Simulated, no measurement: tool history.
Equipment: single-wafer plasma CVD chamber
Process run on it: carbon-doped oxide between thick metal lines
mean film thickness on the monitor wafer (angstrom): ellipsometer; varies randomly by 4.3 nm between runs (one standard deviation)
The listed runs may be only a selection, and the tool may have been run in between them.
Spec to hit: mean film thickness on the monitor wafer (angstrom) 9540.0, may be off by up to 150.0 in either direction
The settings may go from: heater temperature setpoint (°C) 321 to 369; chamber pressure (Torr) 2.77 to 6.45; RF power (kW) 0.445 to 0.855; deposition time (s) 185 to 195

run	hour	heater temperature setpoint (°C)	chamber pressure (Torr)	RF power (kW)	deposition time (s)	mean film thickness on the monitor wafer (angstrom)
1	0.0	345	4.61	0.650	195	12233.0
2	7.0	353	4.61	0.650	195	12065.0
3	9.9	354	4.16	0.585	194	10756.0
4	10.7	362	4.16	0.585	194	10506.0
5	19.5	362	4.16	0.530	194	9683.7
6	27.6	362	4.16	0.610	194	10946.0
7	32.3	363	3.89	0.585	194	10493.0
# hour 34.4: thermocouple changed; heater temperature recalibrated
8	34.4	364	3.85	0.565	194	10028.0

Of the 5 settings listed for the next run, only one would bring every result within its allowed miss of target. Which one?
A	36.5	359	3.64	0.540	185	?
B	36.5	369	3.97	0.550	189	?
C	36.5	359	3.52	0.595	195	?
D	36.5	364	4.16	0.610	195	?
E	36.5	355	3.42	0.625	188	?

move	mean film thickness on the monitor wafer (angstrom)
A	9229.4
B	9481.9
C	10543.0
D	10857.0
E	10650.0
A: the result that was furthest off in the last run now lies on the other side of its target
B: all results in spec
C: further off than the last run
D: further off than the last run
E: further off than the last run
The move that meets every target is B.
